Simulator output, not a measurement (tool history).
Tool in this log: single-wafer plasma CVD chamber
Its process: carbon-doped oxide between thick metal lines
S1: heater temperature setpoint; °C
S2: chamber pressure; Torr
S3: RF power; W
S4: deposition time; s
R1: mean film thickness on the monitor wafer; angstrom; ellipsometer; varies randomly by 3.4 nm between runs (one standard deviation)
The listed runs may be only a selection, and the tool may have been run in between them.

Run 1, hour 0.0: S1 340 °C, S2 5.84 Torr, S3 430 W, S4 182 s. Result: R1 8229.7 angstrom.
Run 2, hour 3.8: S1 331 °C, S2 5.84 Torr, S3 430 W, S4 182 s. Result: R1 8317.6 angstrom.
Run 3, hour 12.1: S1 331 °C, S2 5.46 Torr, S3 430 W, S4 182 s. Result: R1 8335.6 angstrom.
Run 4, hour 14.4: S1 331 °C, S2 5.46 Torr, S3 400 W, S4 182 s. Result: R1 7867.5 angstrom.
Run 5, hour 22.7: S1 332 °C, S2 5.37 Torr, S3 390 W, S4 182 s. Result: R1 7625.7 angstrom.
Run 6, hour 27.7: S1 332 °C, S2 5.37 Torr, S3 390 W, S4 174 s. Result: R1 7232.4 angstrom.
Run 7, hour 35.9: S1 333 °C, S2 5.21 Torr, S3 390 W, S4 174 s. Result: R1 7222.7 angstrom.
Run 8, hour 42.6: S1 333 °C, S2 5.21 Torr, S3 390 W, S4 174 s. Result: R1 7224.3 angstrom.
Run 9, hour 47.5: S1 334 °C, S2 5.06 Torr, S3 390 W, S4 174 s. Result: R1 7219.0 angstrom.
Run 10, hour 49.4: S1 335 °C, S2 4.93 Torr, S3 385 W, S4 174 s. Result: R1 7110.6 angstrom.

Run 11, settings as shown, results not yet in. Your forecast:
Run 11, hour 55.9: S1 336 °C, S2 4.81 Torr, S3 385 W, S4 174 s. Result: R1 ?.

Run 11 measured R1 7048.4 angstrom.
